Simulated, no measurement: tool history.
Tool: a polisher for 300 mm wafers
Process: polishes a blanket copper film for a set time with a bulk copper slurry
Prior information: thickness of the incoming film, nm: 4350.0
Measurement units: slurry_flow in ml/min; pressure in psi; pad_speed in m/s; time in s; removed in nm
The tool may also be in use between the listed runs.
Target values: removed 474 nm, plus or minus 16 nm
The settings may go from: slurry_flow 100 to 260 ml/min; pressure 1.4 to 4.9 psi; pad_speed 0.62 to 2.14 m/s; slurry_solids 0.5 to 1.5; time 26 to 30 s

run	hour	slurry_flow	pressure	pad_speed	slurry_solids	time	removed
1	0	165	3.1	1.38	1	30	325.13
2	4.5	165	3.2	1.38	1	30	333.23
3	8	165	3.3	1.38	1	30	348.07
4	11.6	165	3.4	1.38	1	30	356.12
5	16.2	165	3.5	1.38	1	30	355.68
# hour 25.1: slurry blender recalibrated
6	25.1	165	3.6	1.38	1	30	377.41
7	28	165	3.7	1.38	1	30	393.01
8	33.7	165	3.8	1.38	1	30	410.18
9	40.7	180	4	1.38	1	30	428.77
10	49	180	4.2	1.38	1	30	441.14

Which one of the following 5 next-run settings gets every result inside its allowed miss? There is exactly one.
A	57.3	190	4.9	1.28	1.15	30	?
B	57.3	170	4.4	1.58	0.9	26	?
C	57.3	235	4.6	1.36	0.75	27	?
D	57.3	185	3.7	1.34	1.1	30	?
E	57.3	165	4.6	1.3	0.95	30	?

move	removed
A	481.03
B	442.46
C	419.35
D	391.94
E	441.42
A: hits every target within its allowed miss
B: about as far from the targets as the last run
C: lands further from the targets than the last run did
D: lands further from the targets than the last run did
E: about as far from the targets as the last run
The right move is A.
